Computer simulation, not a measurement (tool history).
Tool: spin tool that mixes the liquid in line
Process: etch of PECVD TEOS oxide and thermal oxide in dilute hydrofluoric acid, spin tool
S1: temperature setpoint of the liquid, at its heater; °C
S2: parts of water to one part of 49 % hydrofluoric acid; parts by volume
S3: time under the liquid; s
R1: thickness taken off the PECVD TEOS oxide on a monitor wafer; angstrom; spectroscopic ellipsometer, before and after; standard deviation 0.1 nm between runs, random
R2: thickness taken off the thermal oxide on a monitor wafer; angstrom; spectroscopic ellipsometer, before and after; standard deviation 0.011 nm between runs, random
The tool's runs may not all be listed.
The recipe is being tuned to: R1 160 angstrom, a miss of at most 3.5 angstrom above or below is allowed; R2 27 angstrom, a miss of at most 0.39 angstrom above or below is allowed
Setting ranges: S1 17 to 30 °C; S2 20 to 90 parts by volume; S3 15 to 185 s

{"run": 1, "day": 0.0, "S1": 22, "S2": 50, "S3": 95, "R1": 434.83, "R2": 73.954}
{"run": 2, "day": 0.025, "S1": 20.5, "S2": 65, "S3": 95, "R1": 311.01, "R2": 52.945}
{"run": 3, "day": 0.325, "S1": 19.5, "S2": 75, "S3": 95, "R1": 251.88, "R2": 43.124}
{"run": 4, "day": 0.575, "S1": 17.5, "S2": 75, "S3": 95, "R1": 237.97, "R2": 39.888}
{"run": 5, "day": 0.817, "S1": 17.5, "S2": 80, "S3": 90, "R1": 206.33, "R2": 35.234}
{"day": 0.904, "done": "thermometer replaced"}
{"run": 6, "day": 0.904, "S1": 17.5, "S2": 80, "S3": 75, "R1": 182.27, "R2": 30.879}
{"run": 7, "day": 0.979, "S1": 17, "S2": 85, "S3": 75, "R1": 166.55, "R2": 27.93}
{"run": 8, "day": 1.304, "S1": 17, "S2": 85, "S3": 70, "R1": 154.59, "R2": 26.254}

Of the 4 settings listed for the next run, only one would bring every result within its allowed miss of target. Which one?
{"run": "A", "day": 1.629, "S1": 20.5, "S2": 85, "S3": 65, "R1": "?", "R2": "?"}
{"run": "B", "day": 1.629, "S1": 23, "S2": 90, "S3": 60, "R1": "?", "R2": "?"}
{"run": "C", "day": 1.629, "S1": 17, "S2": 85, "S3": 75, "R1": "?", "R2": "?"}
{"run": "D", "day": 1.629, "S1": 22, "S2": 90, "S3": 60, "R1": "?", "R2": "?"}

move=A R1=167.3 R2=27.929
move=B R1=160.55 R2=26.802
move=C R1=166.7 R2=27.827
move=D R1=154.19 R2=25.74
A: takes the result that was furthest off past its target
B: every result within its allowed miss
C: takes the result that was furthest off past its target
D: the biggest miss grows against the last run
B is the move that brings every result within its allowed miss.

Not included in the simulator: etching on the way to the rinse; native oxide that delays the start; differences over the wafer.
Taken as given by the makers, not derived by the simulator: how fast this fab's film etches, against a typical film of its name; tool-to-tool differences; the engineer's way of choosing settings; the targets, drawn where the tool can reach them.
